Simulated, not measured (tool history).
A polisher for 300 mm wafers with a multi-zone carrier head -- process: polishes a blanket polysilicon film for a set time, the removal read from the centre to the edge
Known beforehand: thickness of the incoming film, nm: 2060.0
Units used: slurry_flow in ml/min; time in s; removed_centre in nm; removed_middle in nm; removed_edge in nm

{"run": 1, "hour": 0.0, "slurry_flow": 255, "centre_zone": 1.0, "middle_zone": 1.0, "edge_zone": 1.0, "time": 69, "removed_centre": 395.11, "removed_middle": 407.32, "removed_edge": 395.83}
{"run": 2, "hour": 8.4, "slurry_flow": 255, "centre_zone": 1.0, "middle_zone": 0.99, "edge_zone": 0.99, "time": 67, "removed_centre": 386.21, "removed_middle": 390.44, "removed_edge": 385.2}
{"run": 3, "hour": 16.7, "slurry_flow": 255, "centre_zone": 1.0, "middle_zone": 0.98, "edge_zone": 0.98, "time": 65, "removed_centre": 364.38, "removed_middle": 376.36, "removed_edge": 366.43}
{"run": 4, "hour": 20.6, "slurry_flow": 250, "centre_zone": 1.0, "middle_zone": 0.96, "edge_zone": 0.97, "time": 64, "removed_centre": 365.49, "removed_middle": 363.39, "removed_edge": 355.04}
{"run": 5, "hour": 22.8, "slurry_flow": 245, "centre_zone": 0.99, "middle_zone": 0.94, "edge_zone": 0.97, "time": 63, "removed_centre": 352.69, "removed_middle": 350.33, "removed_edge": 351.59}
{"run": 6, "hour": 25.8, "slurry_flow": 240, "centre_zone": 0.98, "middle_zone": 0.93, "edge_zone": 0.96, "time": 62, "removed_centre": 350.71, "removed_middle": 338.72, "removed_edge": 349.91}
{"run": 7, "hour": 34.1, "slurry_flow": 240, "centre_zone": 0.98, "middle_zone": 0.93, "edge_zone": 0.95, "time": 61, "removed_centre": 347.57, "removed_middle": 334.88, "removed_edge": 337.96}

The next listed run, before its measurement:
{"run": 8, "hour": 41.0, "slurry_flow": 240, "centre_zone": 0.97, "middle_zone": 0.92, "edge_zone": 0.94, "time": 60, "removed_centre": "?", "removed_middle": "?", "removed_edge": "?"}

Run 8 came out at removed_centre 330.14 nm, removed_middle 322.53 nm, removed_edge 324.47 nm.
